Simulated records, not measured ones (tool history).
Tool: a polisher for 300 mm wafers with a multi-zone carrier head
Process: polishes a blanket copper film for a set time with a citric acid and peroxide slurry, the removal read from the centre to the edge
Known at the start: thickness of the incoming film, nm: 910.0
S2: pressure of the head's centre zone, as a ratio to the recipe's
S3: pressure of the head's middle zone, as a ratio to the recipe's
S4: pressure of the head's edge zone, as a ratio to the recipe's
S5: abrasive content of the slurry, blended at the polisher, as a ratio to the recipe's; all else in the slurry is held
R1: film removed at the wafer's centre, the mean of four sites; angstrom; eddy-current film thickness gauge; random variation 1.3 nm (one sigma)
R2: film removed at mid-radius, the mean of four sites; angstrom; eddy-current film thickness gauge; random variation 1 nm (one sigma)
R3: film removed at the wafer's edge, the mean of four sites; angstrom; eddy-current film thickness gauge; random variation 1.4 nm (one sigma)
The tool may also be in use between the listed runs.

run 1 day=0.000 | flow_of_slurry_(ml/min)=205 S2=1.00 S3=1.00 S4=1.00 S5=1.00 polishing_time_(s)=66 | R1=1531.5 R2=1524.8 R3=1532.9
run 2 day=0.250 | flow_of_slurry_(ml/min)=205 S2=1.00 S3=0.93 S4=1.00 S5=1.00 polishing_time_(s)=66 | R1=1481.1 R2=1431.2 R3=1552.8
run 3 day=0.354 | flow_of_slurry_(ml/min)=205 S2=1.00 S3=1.00 S4=1.00 S5=1.00 polishing_time_(s)=66 | R1=1534.6 R2=1524.1 R3=1537.8
run 4 day=0.621 | flow_of_slurry_(ml/min)=205 S2=1.08 S3=1.00 S4=1.00 S5=1.00 polishing_time_(s)=66 | R1=1637.5 R2=1505.1 R3=1521.6
run 5 day=0.729 | flow_of_slurry_(ml/min)=205 S2=1.08 S3=1.00 S4=0.93 S5=1.00 polishing_time_(s)=66 | R1=1598.1 R2=1530.2 R3=1464.1
run 6 day=0.858 | flow_of_slurry_(ml/min)=200 S2=1.06 S3=0.99 S4=0.92 S5=0.95 polishing_time_(s)=65 | R1=1584.4 R2=1452.0 R3=1424.7
run 7 day=1.046 | flow_of_slurry_(ml/min)=210 S2=1.03 S3=0.99 S4=0.93 S5=0.95 polishing_time_(s)=62 | R1=1430.7 R2=1393.0 R3=1392.9
run 8 day=1.279 | flow_of_slurry_(ml/min)=210 S2=1.01 S3=0.99 S4=0.91 S5=0.90 polishing_time_(s)=61 | R1=1382.4 R2=1373.4 R3=1303.1
run 9 day=1.354 | flow_of_slurry_(ml/min)=210 S2=0.98 S3=0.97 S4=0.91 S5=0.85 polishing_time_(s)=60 | R1=1328.4 R2=1280.3 R3=1257.5
run 10 day=1.700 | flow_of_slurry_(ml/min)=210 S2=0.98 S3=0.97 S4=0.91 S5=0.85 polishing_time_(s)=60 | R1=1280.7 R2=1288.4 R3=1265.1
run 11 day=2.046 | flow_of_slurry_(ml/min)=210 S2=0.96 S3=0.96 S4=0.90 S5=0.80 polishing_time_(s)=60 | R1=1234.9 R2=1263.0 R3=1272.7
run 12 day=2.354 | flow_of_slurry_(ml/min)=210 S2=0.95 S3=0.96 S4=0.89 S5=0.75 polishing_time_(s)=60 | R1=1225.9 R2=1223.0 R3=1219.9

Forecast run 13:
run 13 day=2.662 | flow_of_slurry_(ml/min)=205 S2=0.93 S3=0.96 S4=0.88 S5=0.75 polishing_time_(s)=60 | R1=? R2=? R3=?

R1: 1192.4 angstrom
R2: 1254.4 angstrom
R3: 1186.2 angstrom
